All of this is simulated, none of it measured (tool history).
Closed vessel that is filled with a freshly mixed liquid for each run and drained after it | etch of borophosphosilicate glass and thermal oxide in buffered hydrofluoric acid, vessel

run	hour	temperature setpoint of the liquid (K)	parts of 40 % ammonium fluoride to one part of 49 % hydrofluoric acid (parts by volume)	time in the liquid (s)	thickness taken off the borophosphosilicate glass on a monitor wafer (angstrom)	thickness taken off the thermal oxide on a monitor wafer (angstrom)
1	0.0	296.15	18.0	60	1282.4	400.14
2	2.7	298.15	17.5	60	1459.0	458.99
3	4.6	299.65	17.0	60	1621.4	511.93
4	9.9	299.65	21.0	60	1337.9	420.40
5	16.7	300.65	19.5	60	1495.3	470.34
6	21.9	300.65	19.5	50	1251.8	393.92
7	26.7	301.65	17.5	50	1460.3	458.97
8	35.5	302.15	16.0	50	1648.5	512.52

Forecast run 9:
9	42.4	302.65	15.0	50	?	?

thickness taken off the borophosphosilicate glass on a monitor wafer (angstrom): 1796.6
thickness taken off the thermal oxide on a monitor wafer (angstrom): 566.49
